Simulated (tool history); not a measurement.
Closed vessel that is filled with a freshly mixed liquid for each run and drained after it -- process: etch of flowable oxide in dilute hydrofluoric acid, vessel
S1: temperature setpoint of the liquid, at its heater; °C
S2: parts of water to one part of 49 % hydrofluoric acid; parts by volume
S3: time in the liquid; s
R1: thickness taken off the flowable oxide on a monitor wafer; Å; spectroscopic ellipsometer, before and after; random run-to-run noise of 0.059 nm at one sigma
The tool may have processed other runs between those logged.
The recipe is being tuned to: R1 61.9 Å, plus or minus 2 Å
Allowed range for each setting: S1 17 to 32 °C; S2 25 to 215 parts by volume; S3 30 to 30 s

run 1 day=0 | S1=24 S2=120 S3=30 | R1=70.784
run 2 day=0.05 | S1=23.5 S2=120 S3=30 | R1=71.466
run 3 day=0.146 | S1=23.5 S2=120 S3=30 | R1=69.538
run 4 day=0.3 | S1=23.5 S2=90 S3=30 | R1=94.791
run 5 day=0.383 | S1=23.5 S2=90 S3=30 | R1=98.033
run 6 day=0.525 | S1=26 S2=90 S3=30 | R1=107.1
run 7 day=0.854 | S1=24.5 S2=95 S3=30 | R1=94.008
run 8 day=1.208 | S1=23 S2=100 S3=30 | R1=84.615
run 9 day=1.321 | S1=22 S2=100 S3=30 | R1=80.94
run 10 day=1.542 | S1=21 S2=100 S3=30 | R1=78.034
run 11 day=1.921 | S1=20.5 S2=100 S3=30 | R1=76.031
run 12 day=1.983 | S1=20 S2=100 S3=30 | R1=74.667
run 13 day=2.075 | S1=19.5 S2=100 S3=30 | R1=74.612
run 14 day=2.321 | S1=19 S2=100 S3=30 | R1=72.838
run 15 day=2.454 | S1=18.5 S2=100 S3=30 | R1=70.71
run 16 day=2.579 | S1=18 S2=100 S3=30 | R1=68.498
run 17 day=2.812 | S1=17.5 S2=105 S3=30 | R1=64.003

Exactly one of the 5 candidate moves below puts every result within its allowed miss. Which one?
run A day=3.046 | S1=17 S2=100 S3=30 | R1=?
run B day=3.046 | S1=19.5 S2=115 S3=30 | R1=?
run C day=3.046 | S1=18.5 S2=105 S3=30 | R1=?
run D day=3.046 | S1=17.5 S2=100 S3=30 | R1=?
run E day=3.046 | S1=20 S2=110 S3=30 | R1=?

move=A R1=65.746
move=B R1=62.426
move=C R1=66.321
move=D R1=67.145
move=E R1=66.973
A: the biggest miss grows against the last run
B: meets every target
C: the biggest miss grows against the last run
D: the biggest miss grows against the last run
E: the biggest miss grows against the last run
B is the move that brings every result within its allowed miss.
